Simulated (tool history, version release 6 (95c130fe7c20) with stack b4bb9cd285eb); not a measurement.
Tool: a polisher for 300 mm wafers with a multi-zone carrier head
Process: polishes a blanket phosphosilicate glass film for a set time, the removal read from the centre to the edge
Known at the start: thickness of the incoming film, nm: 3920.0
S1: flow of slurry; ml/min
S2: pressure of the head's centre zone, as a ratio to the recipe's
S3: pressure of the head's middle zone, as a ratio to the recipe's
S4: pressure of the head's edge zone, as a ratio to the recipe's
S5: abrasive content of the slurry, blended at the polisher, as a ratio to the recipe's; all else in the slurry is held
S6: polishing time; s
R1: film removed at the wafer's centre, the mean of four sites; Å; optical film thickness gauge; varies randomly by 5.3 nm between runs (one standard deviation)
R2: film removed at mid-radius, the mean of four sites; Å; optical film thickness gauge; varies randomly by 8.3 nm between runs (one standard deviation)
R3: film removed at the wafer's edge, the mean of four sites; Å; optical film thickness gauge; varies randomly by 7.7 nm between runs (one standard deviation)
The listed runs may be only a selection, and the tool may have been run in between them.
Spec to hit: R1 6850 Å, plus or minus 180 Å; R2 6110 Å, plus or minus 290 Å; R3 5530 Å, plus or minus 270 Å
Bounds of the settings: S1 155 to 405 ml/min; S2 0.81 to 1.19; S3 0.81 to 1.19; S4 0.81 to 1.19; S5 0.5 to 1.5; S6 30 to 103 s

run  hour   S1    S2    S3    S4    S5  S6      R1      R2      R3
  1     0  260     1     1     1     1  66    7189  6932.3    7145
  2   5.9  260  0.95     1     1     1  66  6791.2  7011.5  6935.2
  3  13.9  260  0.95     1     1  0.85  66  6452.1  6554.6    6625
  4  14.7  280     1  1.03  0.94  0.75  66  6667.7  6770.2  6523.2
  5  18.2  280  1.07  1.03  0.94  0.75  66  6979.7  6603.3  6286.3
  6  22.4  280  1.07  1.03  0.94  0.75  55  5815.8    5683  5251.7
     25.2  -- edge zone pressure recalibrated
  7  25.2  295   1.1  1.04  0.94   0.8  55  6095.8    5863  5202.5
  8  30.2  290  1.11  1.03  0.94  0.85  55  6277.1  5956.3  5147.4
  9  31.4  290  1.12  1.02  0.97   0.9  56  6628.6  5835.3  5733.1
 10  37.5  295  1.13  1.03  0.96   0.9  56  6628.2    5976  5589.6

Exactly one of the 5 candidate moves below puts every result within its allowed miss. Which one?
  A  43.6  310  1.12  1.13  0.88  0.95  57   ?   ?   ?
  B  43.6  240  1.06  1.07  0.92  0.95  57   ?   ?   ?
  C  43.6  305  1.07  1.06  0.81  1.15  56   ?   ?   ?
  D  43.6  260  1.08  1.15  1.01  0.95  56   ?   ?   ?
  E  43.6  350  1.13  1.01  0.89  1.05  54   ?   ?   ?

move      R1      R2      R3
   A  6904.8  6713.8    5570
   B  6387.6  6258.2  5587.8
   C  6878.1  6611.8  5589.3
   D  6445.1    6591  5766.4
   E  6868.6  6017.4  5518.6
A: puts the biggest miss on target and leaves a different result outside tolerance
B: moves away from the targets compared with the last run
C: puts the biggest miss on target and leaves a different result outside tolerance
D: moves away from the targets compared with the last run
E: all results land within tolerance of their targets
Go with E: it meets all targets.
